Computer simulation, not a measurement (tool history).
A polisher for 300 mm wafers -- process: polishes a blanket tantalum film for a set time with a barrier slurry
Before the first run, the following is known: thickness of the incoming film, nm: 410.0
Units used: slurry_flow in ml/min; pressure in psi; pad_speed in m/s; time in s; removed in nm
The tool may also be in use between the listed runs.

run  hour  slurry_flow  pressure  pad_speed  slurry_solids  time  removed
  1     0          245       1.3       0.78              1    33   30.621
  2   1.3          245       1.3       0.78              1    33   30.689
  3   8.1          245       1.3       0.62              1    33   24.647
  4  14.4          245       1.1       0.62              1    33    21.17
  5  22.2          245       1.3       0.62              1    33   24.991
  6  27.9          245       1.4       0.62              1    33   26.632
  7    33          245       1.5       0.62              1    33   28.527
  8    40          245       1.6       0.62              1    33   30.105

Estimate the outcome of run 9 from the log above:
  9  48.9          245       1.7       0.62              1    33        ?

Run 9 measured removed 32.339 nm.
